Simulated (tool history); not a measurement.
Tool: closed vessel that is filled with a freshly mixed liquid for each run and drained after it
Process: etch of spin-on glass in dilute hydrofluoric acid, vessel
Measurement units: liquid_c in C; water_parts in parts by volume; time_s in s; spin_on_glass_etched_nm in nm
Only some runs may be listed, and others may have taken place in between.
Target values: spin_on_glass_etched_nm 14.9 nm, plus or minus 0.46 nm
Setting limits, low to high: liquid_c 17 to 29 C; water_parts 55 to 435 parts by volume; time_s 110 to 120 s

run	hour	liquid_c	water_parts	time_s	spin_on_glass_etched_nm
1	0	21	245	110	10.294
2	8.5	21	325	110	7.2082
3	13.5	24.5	325	110	8.2185
4	16.4	25.5	325	110	8.6403
5	23	26	315	110	9.0412
6	30.4	26	315	120	9.8045
7	37.2	29	240	120	15.38
8	44.8	29	240	120	15.516
9	48.1	29	240	120	15.407

4 next moves are on the table. One of them brings every result within its allowed miss. Which?
A	51.4	29	235	120	?
B	51.4	24	205	120	?
C	51.4	28.5	255	120	?
D	51.4	26	210	110	?

move	spin_on_glass_etched_nm
A	15.728
B	15.613
C	13.931
D	14.943
A: moves away from the targets compared with the last run
B: moves away from the targets compared with the last run
C: moves the result that the last run missed by most past its target, out the other side
D: all results land within tolerance of their targets
D is the move that brings every result within its allowed miss.

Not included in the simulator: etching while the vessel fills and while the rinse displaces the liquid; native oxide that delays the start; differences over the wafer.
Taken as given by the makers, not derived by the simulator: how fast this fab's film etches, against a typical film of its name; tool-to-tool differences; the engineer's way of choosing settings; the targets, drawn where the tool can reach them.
